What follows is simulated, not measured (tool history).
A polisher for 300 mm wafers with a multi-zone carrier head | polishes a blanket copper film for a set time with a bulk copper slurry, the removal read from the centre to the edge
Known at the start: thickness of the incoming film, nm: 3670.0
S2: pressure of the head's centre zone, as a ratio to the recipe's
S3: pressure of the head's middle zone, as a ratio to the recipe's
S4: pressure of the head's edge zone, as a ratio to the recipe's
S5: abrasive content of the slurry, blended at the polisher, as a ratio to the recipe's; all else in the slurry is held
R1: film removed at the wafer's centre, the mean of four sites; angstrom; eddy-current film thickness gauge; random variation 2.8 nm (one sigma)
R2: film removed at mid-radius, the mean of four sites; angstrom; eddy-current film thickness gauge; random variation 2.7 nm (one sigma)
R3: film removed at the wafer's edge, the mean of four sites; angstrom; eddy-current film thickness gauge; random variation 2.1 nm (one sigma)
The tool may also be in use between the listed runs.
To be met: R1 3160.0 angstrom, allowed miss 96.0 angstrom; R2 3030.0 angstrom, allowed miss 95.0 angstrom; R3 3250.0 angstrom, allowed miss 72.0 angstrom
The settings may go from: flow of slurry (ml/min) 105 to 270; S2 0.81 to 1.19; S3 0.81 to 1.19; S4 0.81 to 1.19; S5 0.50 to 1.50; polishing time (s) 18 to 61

Run 1, hour 0.0: flow of slurry (ml/min) 175, S2 1.00, S3 1.00, S4 1.00, S5 1.00, polishing time (s) 39. Result: R1 2610.9 angstrom, R2 2688.5 angstrom, R3 2676.3 angstrom.
Run 2, hour 7.4: flow of slurry (ml/min) 145, S2 1.00, S3 1.00, S4 1.00, S5 1.00, polishing time (s) 39. Result: R1 2520.5 angstrom, R2 2574.3 angstrom, R3 2599.1 angstrom.
Run 3, hour 8.4: flow of slurry (ml/min) 115, S2 1.00, S3 1.00, S4 1.00, S5 1.00, polishing time (s) 39. Result: R1 2372.5 angstrom, R2 2472.1 angstrom, R3 2470.7 angstrom.
Run 4, hour 12.4: flow of slurry (ml/min) 115, S2 1.00, S3 1.04, S4 1.00, S5 1.00, polishing time (s) 39. Result: R1 2345.0 angstrom, R2 2496.1 angstrom, R3 2476.5 angstrom.
Run 5, hour 18.7: flow of slurry (ml/min) 115, S2 1.00, S3 1.04, S4 1.00, S5 0.95, polishing time (s) 39. Result: R1 2327.6 angstrom, R2 2452.9 angstrom, R3 2480.8 angstrom.
Run 6, hour 22.4: flow of slurry (ml/min) 130, S2 1.01, S3 1.04, S4 1.02, S5 0.95, polishing time (s) 39. Result: R1 2466.6 angstrom, R2 2561.6 angstrom, R3 2576.5 angstrom.
Run 7, hour 29.6: flow of slurry (ml/min) 180, S2 1.00, S3 0.95, S4 1.12, S5 0.95, polishing time (s) 39. Result: R1 2643.3 angstrom, R2 2546.9 angstrom, R3 2812.9 angstrom.
Run 8, hour 33.5: flow of slurry (ml/min) 190, S2 1.00, S3 0.96, S4 1.13, S5 0.95, polishing time (s) 39. Result: R1 2652.2 angstrom, R2 2567.8 angstrom, R3 2867.9 angstrom.
Run 9, hour 38.6: flow of slurry (ml/min) 200, S2 1.01, S3 0.97, S4 1.13, S5 0.95, polishing time (s) 39. Result: R1 2704.0 angstrom, R2 2626.5 angstrom, R3 2842.9 angstrom.
Run 10, hour 46.9: flow of slurry (ml/min) 205, S2 1.01, S3 0.97, S4 1.14, S5 1.00, polishing time (s) 39. Result: R1 2746.8 angstrom, R2 2688.0 angstrom, R3 2911.4 angstrom.
Run 11, hour 48.1: flow of slurry (ml/min) 255, S2 1.06, S3 0.99, S4 1.19, S5 1.20, polishing time (s) 39. Result: R1 3098.8 angstrom, R2 2927.3 angstrom, R3 3119.2 angstrom.
Run 12, hour 49.8: flow of slurry (ml/min) 255, S2 1.05, S3 0.98, S4 1.19, S5 1.30, polishing time (s) 39. Result: R1 3149.5 angstrom, R2 2891.9 angstrom, R3 3214.2 angstrom.
Run 13, hour 55.6: flow of slurry (ml/min) 260, S2 1.04, S3 1.00, S4 1.19, S5 1.30, polishing time (s) 39. Result: R1 3061.7 angstrom, R2 2948.5 angstrom, R3 3189.0 angstrom.

4 next moves are on the table. One of them brings every result within its allowed miss. Which?
Run A, hour 61.4: flow of slurry (ml/min) 270, S2 1.07, S3 1.01, S4 1.13, S5 1.30, polishing time (s) 38. Result: R1 ?, R2 ?, R3 ?.
Run B, hour 61.4: flow of slurry (ml/min) 260, S2 1.09, S3 0.92, S4 1.19, S5 1.35, polishing time (s) 39. Result: R1 ?, R2 ?, R3 ?.
Run C, hour 61.4: flow of slurry (ml/min) 245, S2 1.05, S3 1.02, S4 1.19, S5 1.50, polishing time (s) 39. Result: R1 ?, R2 ?, R3 ?.
Run D, hour 61.4: flow of slurry (ml/min) 245, S2 0.98, S3 0.92, S4 1.19, S5 1.25, polishing time (s) 39. Result: R1 ?, R2 ?, R3 ?.

move      R1      R2      R3
   A  3070.9  2899.3  3044.7
   B  3217.5  2797.9  3226.0
   C  3140.2  3046.3  3271.9
   D  2826.1  2739.2  3161.8
A: brings the result that was furthest off to its target, and leaves another outside
B: brings the result that was furthest off to its target, and leaves another outside
C: meets every target
D: further off than the last run
Answer: C

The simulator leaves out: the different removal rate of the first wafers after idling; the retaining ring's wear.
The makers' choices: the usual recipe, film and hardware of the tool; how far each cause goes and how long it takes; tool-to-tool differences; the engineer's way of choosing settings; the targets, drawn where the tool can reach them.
